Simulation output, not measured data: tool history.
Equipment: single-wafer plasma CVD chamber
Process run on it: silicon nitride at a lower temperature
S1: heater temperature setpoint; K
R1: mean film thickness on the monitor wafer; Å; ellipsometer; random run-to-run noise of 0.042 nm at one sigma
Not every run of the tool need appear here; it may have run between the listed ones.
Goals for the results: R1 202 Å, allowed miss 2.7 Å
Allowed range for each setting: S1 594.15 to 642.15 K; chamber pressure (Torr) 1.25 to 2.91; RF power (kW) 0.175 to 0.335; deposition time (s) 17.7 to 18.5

run 1 hour=0 | S1=618.15 chamber_pressure_(Torr)=2.08 RF_power_(kW)=0.255 deposition_time_(s)=18.5 | R1=228.12
run 2 hour=1.6 | S1=618.15 chamber_pressure_(Torr)=2.08 RF_power_(kW)=0.29 deposition_time_(s)=18.5 | R1=246.87
run 3 hour=4.3 | S1=618.15 chamber_pressure_(Torr)=1.93 RF_power_(kW)=0.29 deposition_time_(s)=18.5 | R1=241.53
run 4 hour=9.5 | S1=618.15 chamber_pressure_(Torr)=1.93 RF_power_(kW)=0.29 deposition_time_(s)=18.5 | R1=241.65
run 5 hour=11 | S1=618.15 chamber_pressure_(Torr)=1.87 RF_power_(kW)=0.285 deposition_time_(s)=18.5 | R1=236.94
run 6 hour=12.5 | S1=618.15 chamber_pressure_(Torr)=1.87 RF_power_(kW)=0.32 deposition_time_(s)=18.5 | R1=253.84
run 7 hour=13.5 | S1=618.15 chamber_pressure_(Torr)=1.81 RF_power_(kW)=0.315 deposition_time_(s)=18.5 | R1=249.88
run 8 hour=15.2 | S1=618.15 chamber_pressure_(Torr)=1.81 RF_power_(kW)=0.315 deposition_time_(s)=18.5 | R1=249.75
run 9 hour=16.8 | S1=618.15 chamber_pressure_(Torr)=1.76 RF_power_(kW)=0.31 deposition_time_(s)=18.5 | R1=245.27
run 10 hour=21.6 | S1=618.15 chamber_pressure_(Torr)=1.71 RF_power_(kW)=0.305 deposition_time_(s)=18.5 | R1=241.7
run 11 hour=25.9 | S1=618.15 chamber_pressure_(Torr)=1.67 RF_power_(kW)=0.3 deposition_time_(s)=18.5 | R1=237.4
run 12 hour=29 | S1=618.15 chamber_pressure_(Torr)=1.63 RF_power_(kW)=0.295 deposition_time_(s)=18.5 | R1=232.85
run 13 hour=32.9 | S1=618.15 chamber_pressure_(Torr)=1.59 RF_power_(kW)=0.29 deposition_time_(s)=18.5 | R1=229.61
run 14 hour=35.9 | S1=618.15 chamber_pressure_(Torr)=1.25 RF_power_(kW)=0.25 deposition_time_(s)=18.4 | R1=195.5

4 next moves are on the table. One of them brings every result within its allowed miss. Which?
run A hour=38.9 | S1=612.15 chamber_pressure_(Torr)=1.27 RF_power_(kW)=0.27 deposition_time_(s)=18 | R1=?
run B hour=38.9 | S1=617.15 chamber_pressure_(Torr)=1.46 RF_power_(kW)=0.22 deposition_time_(s)=18 | R1=?
run C hour=38.9 | S1=634.15 chamber_pressure_(Torr)=1.28 RF_power_(kW)=0.23 deposition_time_(s)=18.5 | R1=?
run D hour=38.9 | S1=621.15 chamber_pressure_(Torr)=1.52 RF_power_(kW)=0.225 deposition_time_(s)=18.2 | R1=?

move=A R1=201.46
move=B R1=185.11
move=C R1=187.23
move=D R1=191.63
A: each result inside its tolerance
B: moves away from the targets compared with the last run
C: moves away from the targets compared with the last run
D: moves away from the targets compared with the last run
So the answer is move A, the one that meets all the targets.
